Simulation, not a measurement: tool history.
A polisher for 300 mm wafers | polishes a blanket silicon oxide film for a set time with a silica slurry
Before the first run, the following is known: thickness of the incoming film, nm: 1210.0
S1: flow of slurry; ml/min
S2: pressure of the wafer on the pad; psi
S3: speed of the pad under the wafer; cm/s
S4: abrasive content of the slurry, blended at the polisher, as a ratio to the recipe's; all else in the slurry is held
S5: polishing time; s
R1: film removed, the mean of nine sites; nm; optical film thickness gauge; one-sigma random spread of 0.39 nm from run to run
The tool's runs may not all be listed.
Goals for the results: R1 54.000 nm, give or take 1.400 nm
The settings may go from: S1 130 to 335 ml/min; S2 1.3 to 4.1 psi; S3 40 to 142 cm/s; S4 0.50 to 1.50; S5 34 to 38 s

run  hour   S1   S2   S3    S4  S5      R1
  1   0.0  215  2.7   90  1.00  38  79.208
  2   4.2  215  2.7   90  1.00  34  69.773
  3  11.7  215  2.7   90  1.00  34  69.817
  4  12.3  215  2.7  112  1.00  34  83.346
  5  19.2  210  2.5  112  1.00  34  77.858
  6  20.9  210  2.8  112  1.00  34  86.266
  7  29.1  205  2.6  112  1.00  34  80.017
  8  31.7  200  2.4  112  1.00  34  75.556
  9  35.2  200  2.3  112  1.00  34  73.095
 10  41.0  200  2.2  112  1.00  34  69.948
 11  49.5  200  2.1  112  1.00  34  67.260
 12  58.2  200  2.1  112  1.00  34  67.359
 13  65.5  200  2.0  112  1.00  34  65.021
 14  74.0  200  1.9  112  1.00  34  61.729
 15  76.0  200  1.7  112  1.00  34  56.661

Exercise: of the 4 proposed moves below, exactly one satisfies all targets within the stated allowed misses. Which move is it?
  A  78.0  145  2.0   90  0.95  37   ?
  B  78.0  170  2.1  114  0.70  37   ?
  C  78.0  220  1.6   94  1.30  37   ?
  D  78.0  280  1.7  112  0.85  38   ?

move      R1
   A  54.862
   B  58.881
   C  59.139
   D  60.759
A: each result inside its tolerance
B: further off than the last run
C: further off than the last run
D: further off than the last run
Answer: A
